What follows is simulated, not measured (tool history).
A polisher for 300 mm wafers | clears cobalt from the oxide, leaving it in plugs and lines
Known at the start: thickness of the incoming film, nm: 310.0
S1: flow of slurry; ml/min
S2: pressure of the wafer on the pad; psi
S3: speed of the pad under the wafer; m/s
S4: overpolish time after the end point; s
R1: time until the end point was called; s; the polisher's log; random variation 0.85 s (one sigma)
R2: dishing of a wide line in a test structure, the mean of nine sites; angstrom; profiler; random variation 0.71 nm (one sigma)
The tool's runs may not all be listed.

| run | hour | S1 | S2 | S3 | S4 | R1 | R2 |
|---|---|---|---|---|---|---|---|
| 1 | 0.0 | 150 | 2.4 | 1.06 | 20 | 46.289 | 670.34 |
| 2 | 2.0 | 150 | 2.2 | 1.06 | 19 | 49.760 | 622.14 |
| 3 | 6.1 | 130 | 2.2 | 1.06 | 19 | 50.910 | 625.95 |
| 4 | 8.4 | 130 | 2.7 | 1.06 | 19 | 44.232 | 638.69 |
| 5 | 11.6 | 130 | 2.7 | 1.06 | 27 | 44.818 | 716.67 |
| 6 | 19.8 | 125 | 2.5 | 1.06 | 26 | 46.345 | 695.38 |
|  | 27.2 | head pressure recalibrated |
| 7 | 27.2 | 125 | 2.3 | 1.04 | 25 | 47.644 | 701.26 |
| 8 | 33.0 | 125 | 2.2 | 0.98 | 23 | 52.661 | 651.97 |
| 9 | 38.5 | 125 | 2.1 | 0.96 | 22 | 55.619 | 630.85 |
| 10 | 44.9 | 125 | 2.0 | 0.96 | 21 | 58.264 | 614.81 |

Forecast run 11:
| 11 | 52.7 | 120 | 1.5 | 0.94 | 18 | ? | ? |

{"run 11": {"R1": 71.524, "R2": 516.81}}
